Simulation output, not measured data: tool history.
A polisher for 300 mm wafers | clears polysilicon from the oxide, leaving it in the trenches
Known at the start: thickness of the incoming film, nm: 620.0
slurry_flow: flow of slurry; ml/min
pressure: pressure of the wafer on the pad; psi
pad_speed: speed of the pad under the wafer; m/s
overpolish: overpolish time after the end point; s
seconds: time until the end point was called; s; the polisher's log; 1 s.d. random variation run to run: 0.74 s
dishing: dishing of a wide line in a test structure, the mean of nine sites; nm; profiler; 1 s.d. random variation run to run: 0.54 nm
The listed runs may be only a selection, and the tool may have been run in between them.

run  hour  slurry_flow  pressure  pad_speed  overpolish  seconds  dishing
  1   0.0          270       1.6       0.88          19   82.643   44.741
  2   1.4          270       1.3       0.88          19  102.060   42.625
  3   5.2          270       1.1       0.88          19  120.660   41.400
  4   9.9          270       1.1       0.88          25  119.840   43.374
  5  14.1          270       1.1       0.98          25  108.160   42.999
  6  17.0          270       1.3       1.00          23   89.672   43.418
  7  20.6          270       1.4       1.00          22   83.971   44.669
  8  29.6          270       1.5       1.00          20   78.375   44.815
  9  38.1          270       1.6       1.00          18   74.380   44.184

Expected results for the next run?
 10  43.4          270       1.7       1.00          17        ?        ?

{"run 10": {"seconds": 69.947, "dishing": 43.388}}
